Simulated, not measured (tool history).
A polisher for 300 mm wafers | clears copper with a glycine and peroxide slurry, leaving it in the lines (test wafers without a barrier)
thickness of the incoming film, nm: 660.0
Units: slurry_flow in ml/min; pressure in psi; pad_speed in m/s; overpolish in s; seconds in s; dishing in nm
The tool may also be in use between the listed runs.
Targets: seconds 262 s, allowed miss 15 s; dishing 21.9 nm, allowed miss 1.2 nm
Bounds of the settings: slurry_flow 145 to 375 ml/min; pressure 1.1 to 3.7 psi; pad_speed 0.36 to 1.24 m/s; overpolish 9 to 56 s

run	day	slurry_flow	pressure	pad_speed	overpolish	seconds	dishing
1	0	240	2.4	0.8	29	190.75	55.278
2	0.167	240	1.9	0.8	29	227.73	49.153
3	0.217	220	1.9	0.76	24	235.18	40.91
4	0.542	200	1.9	0.72	20	245	32.807
5	0.571	200	1.9	0.7	17	246.17	28.191
6	0.825	200	1.9	0.7	27	258.29	43.031
7	1.017	205	1.9	0.7	23	261.58	36.27
8	1.342	275	1.8	0.72	9	252.61	16.179
9	1.646	250	1.8	0.72	10	259.31	17.069
10	1.888	205	1.9	0.72	19	252.2	31.343
11	2.021	230	1.9	0.72	19	250.72	32.322
12	2.296	160	1.6	0.78	9	272.33	14.666
13	2.529	160	1.7	0.74	10	279.97	16.236
14	2.862	165	1.8	0.72	10	265.03	16.729
15	3.092	165	1.8	0.72	10	265.13	16.953
16	3.329	165	1.8	0.72	10	268.71	16.661
17	3.625	170	1.9	0.7	11	263.13	18.713
18	3.775	170	2	0.68	11	252.41	18.55
19	3.821	170	1.8	0.72	19	264.97	29.648
20	4.15	170	1.7	0.76	18	268.24	28.412
21	4.458	170	1.7	0.74	17	279.03	26.539
22	4.521	170	1.7	0.74	16	277.25	25.488
23	4.858	170	1.7	0.74	15	279.43	23.739

Which of these 5 next moves meets every target?
A	5.196	145	2	0.64	12	?	?
B	5.196	185	1.7	0.76	16	?	?
C	5.196	225	1.7	0.64	17	?	?
D	5.196	180	1.6	0.7	19	?	?
E	5.196	215	1.8	0.72	13	?	?

move	seconds	dishing
A	281.86	19.487
B	267.21	26.458
C	291.08	26.006
D	295.4	28.26
E	260.62	22.475
A: takes the result that was furthest off past its target
B: further off than the last run
C: further off than the last run
D: further off than the last run
E: meets every target
Answer: E
